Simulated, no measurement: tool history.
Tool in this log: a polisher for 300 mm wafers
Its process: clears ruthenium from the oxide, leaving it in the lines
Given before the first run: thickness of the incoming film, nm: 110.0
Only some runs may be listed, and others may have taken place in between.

run	hour	flow of slurry (ml/min)	pressure of the wafer on the pad (psi)	speed of the pad under the wafer (cm/s)	overpolish time after the end point (s)	time until the end point was called (s)
1	0.0	155	2.4	92	23	91.304
2	6.2	155	2.0	92	23	109.320
3	11.9	155	1.8	90	23	127.650
4	12.9	155	1.8	90	25	122.320
5	16.0	155	1.7	88	25	132.680
6	16.5	155	1.6	86	25	143.330
7	22.0	155	1.5	86	25	150.130
8	24.5	155	1.4	86	25	162.960

The next listed run, before its measurement:
9	28.4	155	1.4	86	25	?

time until the end point was called (s): 164.050
